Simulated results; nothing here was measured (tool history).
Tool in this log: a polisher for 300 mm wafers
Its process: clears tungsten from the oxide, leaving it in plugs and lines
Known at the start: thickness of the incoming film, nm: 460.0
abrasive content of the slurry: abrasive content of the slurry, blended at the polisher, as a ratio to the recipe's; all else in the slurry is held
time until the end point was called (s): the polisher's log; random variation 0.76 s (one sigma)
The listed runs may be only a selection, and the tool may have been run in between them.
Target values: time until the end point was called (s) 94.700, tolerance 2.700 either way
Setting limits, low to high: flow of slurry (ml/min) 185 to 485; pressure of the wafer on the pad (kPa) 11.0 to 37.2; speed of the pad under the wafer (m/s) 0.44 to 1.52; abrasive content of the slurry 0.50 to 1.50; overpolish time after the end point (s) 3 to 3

| run | day | flow of slurry (ml/min) | pressure of the wafer on the pad (kPa) | speed of the pad under the wafer (m/s) | abrasive content of the slurry | overpolish time after the end point (s) | time until the end point was called (s) |
|---|---|---|---|---|---|---|---|
| 1 | 0.000 | 310 | 24.1 | 0.98 | 1.00 | 3 | 117.990 |
| 2 | 0.150 | 310 | 24.8 | 0.98 | 1.00 | 3 | 114.710 |
| 3 | 0.512 | 310 | 24.8 | 0.98 | 1.00 | 3 | 113.930 |
| 4 | 0.779 | 310 | 24.8 | 0.98 | 1.00 | 3 | 114.190 |
| 5 | 1.096 | 310 | 28.3 | 0.98 | 1.00 | 3 | 100.510 |
| 6 | 1.442 | 310 | 32.4 | 0.98 | 1.00 | 3 | 87.195 |
| 7 | 1.708 | 310 | 32.4 | 0.98 | 1.00 | 3 | 87.768 |
| 8 | 2.025 | 310 | 32.4 | 0.98 | 1.00 | 3 | 87.052 |

Below are 5 possible settings for the next run. Only one of them brings all results inside the allowed miss of their targets. Which is it?
| A | 2.342 | 250 | 35.2 | 0.84 | 0.90 | 3 | ? |
| B | 2.342 | 280 | 32.4 | 0.96 | 1.00 | 3 | ? |
| C | 2.342 | 340 | 32.4 | 1.00 | 0.85 | 3 | ? |
| D | 2.342 | 285 | 31.0 | 1.02 | 1.00 | 3 | ? |
| E | 2.342 | 355 | 30.3 | 1.02 | 1.00 | 3 | ? |

| move | time until the end point was called (s) |
|---|---|
| A | 95.929 |
| B | 90.357 |
| C | 89.085 |
| D | 89.714 |
| E | 89.854 |
A: all results land within tolerance of their targets
B: better than the last run, though not everything is in spec
C: better than the last run, though not everything is in spec
D: better than the last run, though not everything is in spec
E: better than the last run, though not everything is in spec
Go with A: it meets all targets.
